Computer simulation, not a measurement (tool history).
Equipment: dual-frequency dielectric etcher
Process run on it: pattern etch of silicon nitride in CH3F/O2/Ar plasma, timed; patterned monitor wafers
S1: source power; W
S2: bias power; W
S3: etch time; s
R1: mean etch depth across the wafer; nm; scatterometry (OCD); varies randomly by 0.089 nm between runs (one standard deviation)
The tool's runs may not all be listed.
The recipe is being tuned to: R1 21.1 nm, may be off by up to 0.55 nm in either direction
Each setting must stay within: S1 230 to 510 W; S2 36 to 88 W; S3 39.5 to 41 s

run  hour   S1  S2    S3      R1
  1     0  370  62  39.5  26.211
  2   3.1  370  69  39.5  26.946
  3   4.8  370  80  39.5   28.27
  4   5.6  370  80    41  29.337
  5  14.3  370  80  39.5  28.028
     18.7  -- wet clean of the chamber
  6  18.7  370  73  39.5  25.938
  7  23.8  330  69  39.5   24.43
  8  31.3  310  68  39.5    23.3
  9  32.5  300  68  39.5  23.048
 10  38.1  290  68  39.5  22.557
 11  38.9  280  68  39.5  22.036

Exactly one of the 5 candidate moves below puts every result within its allowed miss. Which one?
  A  39.7  280  65  39.5   ?
  B  39.7  270  62  39.5   ?
  C  39.7  290  68  39.5   ?
  D  39.7  270  74  40.5   ?
  E  39.7  230  64  40.5   ?

move      R1
   A  21.758
   B  21.035
   C  22.473
   D  22.756
   E  19.873
A: moves toward the targets from the last run without getting all of them in spec
B: every result within its allowed miss
C: the biggest miss grows against the last run
D: the biggest miss grows against the last run
E: takes the result that was furthest off past its target
Move B is the one to make.

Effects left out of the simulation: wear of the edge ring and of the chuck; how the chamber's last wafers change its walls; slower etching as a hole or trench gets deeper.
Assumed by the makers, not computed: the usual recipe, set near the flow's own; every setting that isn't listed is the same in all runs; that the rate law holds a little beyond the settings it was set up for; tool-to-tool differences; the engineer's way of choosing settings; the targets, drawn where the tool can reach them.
